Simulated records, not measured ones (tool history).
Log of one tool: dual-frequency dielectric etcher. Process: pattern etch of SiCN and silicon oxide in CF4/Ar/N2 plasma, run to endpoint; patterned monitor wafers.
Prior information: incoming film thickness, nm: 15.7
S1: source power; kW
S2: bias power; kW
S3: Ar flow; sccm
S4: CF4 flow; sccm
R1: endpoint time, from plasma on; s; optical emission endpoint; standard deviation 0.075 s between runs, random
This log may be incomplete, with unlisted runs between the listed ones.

run 1 hour=0 | S1=0.36 S2=0.097 S3=84 S4=73 | R1=18.395
run 2 hour=5.4 | S1=0.38 S2=0.097 S3=84 S4=73 | R1=17.594
run 3 hour=9.9 | S1=0.43 S2=0.097 S3=84 S4=73 | R1=16.009
run 4 hour=15.6 | S1=0.46 S2=0.097 S3=84 S4=73 | R1=15.334
run 5 hour=22.8 | S1=0.46 S2=0.097 S3=72 S4=73 | R1=15.133
run 6 hour=30.3 | S1=0.4 S2=0.097 S3=72 S4=73 | R1=16.718

Predict the results of run 7:
run 7 hour=36.2 | S1=0.41 S2=0.098 S3=72 S4=73 | R1=?

{"run 7": {"R1": 16.371}}
